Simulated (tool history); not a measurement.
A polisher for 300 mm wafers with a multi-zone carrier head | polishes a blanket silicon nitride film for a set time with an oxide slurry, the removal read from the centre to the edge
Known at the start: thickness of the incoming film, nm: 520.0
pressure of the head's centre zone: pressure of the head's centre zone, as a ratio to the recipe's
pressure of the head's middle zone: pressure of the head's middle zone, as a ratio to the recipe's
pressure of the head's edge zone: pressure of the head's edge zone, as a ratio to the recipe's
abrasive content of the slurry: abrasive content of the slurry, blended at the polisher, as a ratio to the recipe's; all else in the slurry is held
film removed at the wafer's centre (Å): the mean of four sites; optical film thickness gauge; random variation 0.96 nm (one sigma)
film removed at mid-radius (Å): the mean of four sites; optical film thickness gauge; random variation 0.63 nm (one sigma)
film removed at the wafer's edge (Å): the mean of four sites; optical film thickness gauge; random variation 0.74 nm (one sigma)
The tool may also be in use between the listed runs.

| run | hour | flow of slurry (ml/min) | pressure of the head's centre zone | pressure of the head's middle zone | pressure of the head's edge zone | abrasive content of the slurry | polishing time (s) | film removed at the wafer's centre (Å) | film removed at mid-radius (Å) | film removed at the wafer's edge (Å) |
|---|---|---|---|---|---|---|---|---|---|---|
| 1 | 0 | 295 | 1 | 1 | 1 | 1 | 66 | 485.47 | 481.72 | 467.42 |
| 2 | 4.2 | 295 | 1 | 1 | 0.96 | 1 | 66 | 487.5 | 479.16 | 471.74 |
| 3 | 6.4 | 295 | 1 | 1 | 0.96 | 0.9 | 66 | 445.72 | 446.01 | 435.41 |
| 4 | 10.1 | 300 | 1.01 | 1.01 | 0.98 | 1.05 | 69 | 528.17 | 520.01 | 500.7 |
| 5 | 15.7 | 345 | 1.01 | 1.01 | 0.98 | 1.05 | 69 | 539.43 | 531.62 | 505.28 |
| 6 | 17.3 | 330 | 1.02 | 1.02 | 0.99 | 1.15 | 73 | 604.41 | 593.76 | 562.76 |
|  | 18.2 | worn pad replaced by a new one |
| 7 | 18.2 | 325 | 1.03 | 1.03 | 1 | 1.25 | 76 | 699.15 | 690.79 | 655.07 |
| 8 | 18.8 | 320 | 1.06 | 1.04 | 1.03 | 1.3 | 76 | 744.39 | 708.45 | 677.35 |
| 9 | 23.7 | 310 | 1.08 | 1.06 | 1.05 | 1.35 | 76 | 757.65 | 733.52 | 691.66 |
| 10 | 25.9 | 310 | 1.08 | 1.06 | 1.05 | 1.35 | 76 | 756.85 | 726.86 | 695.59 |
| 11 | 31 | 325 | 1.1 | 1.08 | 1.07 | 1.4 | 76 | 794.69 | 751.74 | 730.19 |

Run 12 comes next. What will it give?
| 12 | 32.6 | 330 | 1.12 | 1.1 | 1.07 | 1.4 | 77 | ? | ? | ? |

{"run 12": {"film removed at the wafer's centre (Å)": 807.19, "film removed at mid-radius (Å)": 786.19, "film removed at the wafer's edge (Å)": 724.2}}
